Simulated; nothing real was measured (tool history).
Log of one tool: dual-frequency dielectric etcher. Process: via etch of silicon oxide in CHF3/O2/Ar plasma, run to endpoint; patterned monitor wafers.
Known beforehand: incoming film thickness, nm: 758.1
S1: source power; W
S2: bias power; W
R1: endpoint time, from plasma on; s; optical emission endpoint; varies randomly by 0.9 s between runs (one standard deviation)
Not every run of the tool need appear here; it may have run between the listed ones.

run 1 day=0.000 | S1=860 S2=230 | R1=313.15
run 2 day=0.054 | S1=880 S2=231 | R1=310.50
run 3 day=0.354 | S1=880 S2=196 | R1=322.93
run 4 day=0.538 | S1=960 S2=196 | R1=313.30
run 5 day=0.700 | S1=980 S2=197 | R1=310.10
run 6 day=0.912 | S1=830 S2=197 | R1=329.07
-- day=1.033 source power generator calibrated
run 7 day=1.033 | S1=860 S2=199 | R1=320.85
run 8 day=1.121 | S1=890 S2=202 | R1=313.61
run 9 day=1.238 | S1=910 S2=204 | R1=313.04
run 10 day=1.317 | S1=930 S2=205 | R1=308.46
run 11 day=1.421 | S1=940 S2=206 | R1=307.79
run 12 day=1.621 | S1=950 S2=207 | R1=307.29

Predict the results of run 13:
run 13 day=1.733 | S1=970 S2=208 | R1=?

Run 13 came out at R1 304.72 s.

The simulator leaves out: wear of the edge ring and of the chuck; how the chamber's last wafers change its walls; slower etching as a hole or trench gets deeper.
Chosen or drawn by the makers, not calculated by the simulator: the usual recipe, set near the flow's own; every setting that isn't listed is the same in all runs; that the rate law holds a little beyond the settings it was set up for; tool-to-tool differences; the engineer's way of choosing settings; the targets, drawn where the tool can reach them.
